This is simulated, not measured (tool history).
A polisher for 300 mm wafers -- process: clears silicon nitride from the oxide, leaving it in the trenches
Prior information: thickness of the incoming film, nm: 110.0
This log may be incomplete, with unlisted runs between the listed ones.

run  hour  flow of slurry (ml/min)  pressure of the wafer on the pad (kPa)  speed of the pad under the wafer (m/s)  overpolish time after the end point (s)  time until the end point was called (s)
  1   0.0                      205                                    22.8                                    1.24                                       33                                   65.304
  2   4.3                      160                                    22.8                                    1.24                                       33                                   67.850
  3   7.9                      160                                    22.8                                    1.52                                       33                                   57.444
  4  11.0                      150                                    18.6                                    1.30                                       33                                   81.591
  5  17.4                      145                                    15.9                                    1.20                                       33                                  100.650
  6  20.5                      125                                    15.9                                    1.20                                       33                                  105.660

Predict the results of run 7:
  7  27.3                      125                                    10.3                                    1.00                                       33                                        ?

For run 7 the tool returned time until the end point was called (s) 182.450.
